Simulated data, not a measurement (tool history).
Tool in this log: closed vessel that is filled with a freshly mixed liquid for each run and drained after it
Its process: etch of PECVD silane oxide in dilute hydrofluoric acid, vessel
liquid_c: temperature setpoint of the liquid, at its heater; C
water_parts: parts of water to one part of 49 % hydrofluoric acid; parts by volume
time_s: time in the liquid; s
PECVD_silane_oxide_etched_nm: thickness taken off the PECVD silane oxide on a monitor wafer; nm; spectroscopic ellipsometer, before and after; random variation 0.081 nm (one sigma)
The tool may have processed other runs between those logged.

run  hour  liquid_c  water_parts  time_s  PECVD_silane_oxide_etched_nm
  1     0        21          165     130                        22.117
  2   5.9        21          165     130                        21.926
  3  12.8        20          185     130                         18.18
  4  18.3        20          185     100                        14.159
  5  21.9      18.5          185     100                        13.285
  6  26.1        18          185     100                        13.042

Forecast run 7:
  7  27.4      17.5          190     100                             ?

{"run 7": {"PECVD_silane_oxide_etched_nm": 12.522}}

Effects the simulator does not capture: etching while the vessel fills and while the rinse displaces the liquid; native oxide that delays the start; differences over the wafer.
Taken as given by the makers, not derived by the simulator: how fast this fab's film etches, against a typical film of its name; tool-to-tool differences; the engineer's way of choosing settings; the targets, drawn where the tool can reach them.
